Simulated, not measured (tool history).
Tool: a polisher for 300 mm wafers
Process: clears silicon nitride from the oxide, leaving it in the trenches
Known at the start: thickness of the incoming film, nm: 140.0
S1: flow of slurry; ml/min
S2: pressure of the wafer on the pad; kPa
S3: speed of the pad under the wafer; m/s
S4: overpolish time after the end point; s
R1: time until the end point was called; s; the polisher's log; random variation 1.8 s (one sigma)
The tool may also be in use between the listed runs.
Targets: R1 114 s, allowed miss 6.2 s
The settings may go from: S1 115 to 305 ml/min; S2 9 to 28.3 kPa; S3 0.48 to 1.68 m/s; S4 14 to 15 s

run 1 day=0 | S1=195 S2=18.6 S3=1.08 S4=14 | R1=180.77
run 2 day=0.167 | S1=195 S2=18.6 S3=1.08 S4=15 | R1=177.04
run 3 day=0.542 | S1=145 S2=18.6 S3=1.08 S4=15 | R1=196.38
run 4 day=0.796 | S1=145 S2=15.2 S3=1.08 S4=15 | R1=221.41
run 5 day=0.883 | S1=160 S2=18.6 S3=1.12 S4=15 | R1=183.7
-- day=0.933 worn pad replaced by a new one
run 6 day=0.933 | S1=160 S2=18.6 S3=1.24 S4=15 | R1=152.23
run 7 day=0.996 | S1=160 S2=23.4 S3=1.26 S4=15 | R1=129.38
run 8 day=1.238 | S1=170 S2=24.1 S3=1.26 S4=15 | R1=123.03

Which of these 4 next moves meets every target?
run A day=1.479 | S1=165 S2=25.5 S3=1.46 S4=15 | R1=?
run B day=1.479 | S1=185 S2=27.6 S3=1.16 S4=14 | R1=?
run C day=1.479 | S1=175 S2=26.9 S3=1.44 S4=14 | R1=?
run D day=1.479 | S1=175 S2=25.5 S3=1.14 S4=14 | R1=?

move=A R1=102.68
move=B R1=113.77
move=C R1=98.178
move=D R1=124.7
A: takes the result that was furthest off past its target
B: meets every target
C: takes the result that was furthest off past its target
D: further off than the last run
The right move is B.
